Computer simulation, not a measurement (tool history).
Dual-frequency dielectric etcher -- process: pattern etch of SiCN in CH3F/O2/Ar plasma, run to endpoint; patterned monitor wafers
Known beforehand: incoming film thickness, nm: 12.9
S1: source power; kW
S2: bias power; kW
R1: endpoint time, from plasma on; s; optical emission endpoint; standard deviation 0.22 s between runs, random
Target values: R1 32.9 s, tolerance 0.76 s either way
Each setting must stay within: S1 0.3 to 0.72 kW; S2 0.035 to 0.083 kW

run	day	S1	S2	R1
1	0	0.51	0.059	29.567
2	0.05	0.5	0.059	29.812
3	0.229	0.49	0.059	30.282
4	0.492	0.48	0.059	30.423
5	0.862	0.47	0.059	30.423
6	1.083	0.47	0.052	31.153
7	1.158	0.46	0.052	31.433
8	1.183	0.45	0.052	31.675

Exactly one of the 4 candidate moves below puts every result within its allowed miss. Which one?
A	1.208	0.42	0.049	?
B	1.208	0.4	0.039	?
C	1.208	0.4	0.042	?
D	1.208	0.39	0.046	?

move	R1
A	32.95
B	35.115
C	34.645
D	34.409
A: meets every target
B: moves the result that the last run missed by most past its target, out the other side
C: moves the result that the last run missed by most past its target, out the other side
D: moves the result that the last run missed by most past its target, out the other side
The move that meets every target is A.

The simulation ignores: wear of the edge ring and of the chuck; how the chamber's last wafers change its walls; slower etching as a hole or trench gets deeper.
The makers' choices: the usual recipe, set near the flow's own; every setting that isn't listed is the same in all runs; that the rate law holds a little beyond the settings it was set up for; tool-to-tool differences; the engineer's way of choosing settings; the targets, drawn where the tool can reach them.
